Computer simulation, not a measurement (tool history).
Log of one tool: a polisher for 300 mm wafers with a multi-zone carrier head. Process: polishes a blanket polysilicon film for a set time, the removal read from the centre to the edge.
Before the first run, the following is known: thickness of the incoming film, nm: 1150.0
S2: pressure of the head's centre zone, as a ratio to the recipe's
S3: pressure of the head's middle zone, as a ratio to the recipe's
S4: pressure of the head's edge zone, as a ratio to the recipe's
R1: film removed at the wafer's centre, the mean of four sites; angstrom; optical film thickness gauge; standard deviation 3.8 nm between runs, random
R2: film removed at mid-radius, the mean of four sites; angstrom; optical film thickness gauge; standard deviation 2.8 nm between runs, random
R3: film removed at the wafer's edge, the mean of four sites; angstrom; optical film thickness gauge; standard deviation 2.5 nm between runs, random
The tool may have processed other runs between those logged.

run 1 hour=0 | flow_of_slurry_(ml/min)=240 S2=1 S3=1 S4=1 polishing_time_(s)=38 | R1=3278.1 R2=2898 R3=2972.2
run 2 hour=1.9 | flow_of_slurry_(ml/min)=240 S2=1 S3=0.99 S4=0.98 polishing_time_(s)=36 | R1=3092.5 R2=2753.3 R3=2879.4
run 3 hour=10.4 | flow_of_slurry_(ml/min)=240 S2=1.02 S3=1 S4=0.98 polishing_time_(s)=34 | R1=2885.9 R2=2624.3 R3=2656.9
run 4 hour=15.9 | flow_of_slurry_(ml/min)=240 S2=1.02 S3=1 S4=0.98 polishing_time_(s)=38 | R1=3285.9 R2=2921.5 R3=2944.6
run 5 hour=23.1 | flow_of_slurry_(ml/min)=235 S2=1.04 S3=0.99 S4=0.97 polishing_time_(s)=36 | R1=3153.1 R2=2698.1 R3=2801.2
run 6 hour=26.3 | flow_of_slurry_(ml/min)=235 S2=0.98 S3=0.99 S4=0.97 polishing_time_(s)=36 | R1=3063.8 R2=2709.9 R3=2769.5
-- hour=32.3 centre zone pressure recalibrated
run 7 hour=32.3 | flow_of_slurry_(ml/min)=230 S2=0.98 S3=0.98 S4=0.95 polishing_time_(s)=35 | R1=2577.6 R2=2686.5 R3=2679.7
run 8 hour=33.3 | flow_of_slurry_(ml/min)=240 S2=1.02 S3=0.98 S4=0.94 polishing_time_(s)=33 | R1=2598.9 R2=2497.2 R3=2484.6
run 9 hour=37 | flow_of_slurry_(ml/min)=245 S2=1.05 S3=0.97 S4=0.93 polishing_time_(s)=32 | R1=2614.3 R2=2462.5 R3=2433.3
run 10 hour=41.3 | flow_of_slurry_(ml/min)=245 S2=1.07 S3=0.96 S4=0.93 polishing_time_(s)=31 | R1=2580.9 R2=2329.5 R3=2335.4
run 11 hour=44.8 | flow_of_slurry_(ml/min)=245 S2=1.09 S3=0.95 S4=0.93 polishing_time_(s)=31 | R1=2640.4 R2=2312.7 R3=2349.2
run 12 hour=47.9 | flow_of_slurry_(ml/min)=245 S2=1.1 S3=0.94 S4=0.92 polishing_time_(s)=31 | R1=2675 R2=2330.4 R3=2319.6

Run 13 has not been measured yet. What should we expect?
run 13 hour=53.8 | flow_of_slurry_(ml/min)=225 S2=1.12 S3=0.86 S4=0.89 polishing_time_(s)=30 | R1=? R2=? R3=?

{"run 13": {"R1": 2563.3, "R2": 2014.5, "R3": 2253.7}}
